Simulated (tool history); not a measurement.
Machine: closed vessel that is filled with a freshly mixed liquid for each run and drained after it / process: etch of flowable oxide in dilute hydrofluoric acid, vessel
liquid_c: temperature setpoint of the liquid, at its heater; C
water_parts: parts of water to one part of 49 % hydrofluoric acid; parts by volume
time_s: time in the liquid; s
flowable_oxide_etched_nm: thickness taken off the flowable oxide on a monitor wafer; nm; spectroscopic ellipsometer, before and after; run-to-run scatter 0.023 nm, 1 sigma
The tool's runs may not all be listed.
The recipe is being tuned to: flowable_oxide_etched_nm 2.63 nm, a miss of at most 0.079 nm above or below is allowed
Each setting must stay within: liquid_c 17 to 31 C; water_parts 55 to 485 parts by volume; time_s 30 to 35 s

| run | day | liquid_c | water_parts | time_s | flowable_oxide_etched_nm |
|---|---|---|---|---|---|
| 1 | 0 | 23 | 270 | 35 | 5.8083 |
| 2 | 0.046 | 22 | 300 | 35 | 4.9306 |
| 3 | 0.354 | 21 | 325 | 35 | 4.2964 |
| 4 | 0.45 | 21 | 325 | 35 | 4.2606 |
| 5 | 0.771 | 20.5 | 345 | 35 | 3.8204 |
| 6 | 0.938 | 20 | 360 | 35 | 3.5747 |
| 7 | 1.221 | 19.5 | 370 | 35 | 3.3709 |
| 8 | 1.458 | 19 | 380 | 35 | 3.229 |
| 9 | 1.5 | 18.5 | 390 | 35 | 3.0977 |

Of the 4 settings listed for the next run, only one would bring every result within its allowed miss of target. Which one?
| A | 1.542 | 19.5 | 455 | 35 | ? |
| B | 1.542 | 17 | 340 | 35 | ? |
| C | 1.542 | 21.5 | 445 | 30 | ? |
| D | 1.542 | 17 | 450 | 35 | ? |

| move | flowable_oxide_etched_nm |
|---|---|
| A | 2.6055 |
| B | 3.4968 |
| C | 2.4621 |
| D | 2.4251 |
A: every result within its allowed miss
B: further off than the last run
C: moves the result that the last run missed by most past its target, out the other side
D: moves the result that the last run missed by most past its target, out the other side
Move A is the one to make.

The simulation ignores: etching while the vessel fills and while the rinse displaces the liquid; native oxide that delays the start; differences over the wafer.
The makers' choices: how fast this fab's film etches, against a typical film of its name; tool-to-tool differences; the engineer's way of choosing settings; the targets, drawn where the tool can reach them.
